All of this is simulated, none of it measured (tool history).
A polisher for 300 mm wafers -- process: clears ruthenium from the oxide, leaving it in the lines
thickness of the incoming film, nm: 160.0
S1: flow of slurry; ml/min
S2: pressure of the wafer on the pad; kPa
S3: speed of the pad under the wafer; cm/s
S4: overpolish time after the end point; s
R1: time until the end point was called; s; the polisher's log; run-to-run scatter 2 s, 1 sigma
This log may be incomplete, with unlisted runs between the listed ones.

run  hour   S1    S2   S3  S4      R1
  1   0.0  290  12.4  110   6  122.14
  2   6.0  335  12.4  110   6  122.16
  3   9.3  335  12.4  110   6  121.83
  4  12.6  335  12.4   96   6  136.84
  5  21.3  335  11.0   96   6  152.81
  6  26.0  335  10.3   96   6  163.24
  7  26.6  335   9.7   96   6  175.04
  8  30.1  335   9.0   96   6  187.56

What does the tool deliver on the next run?
  9  33.2  335  8.3  96   6   ?

R1: 202.52 s
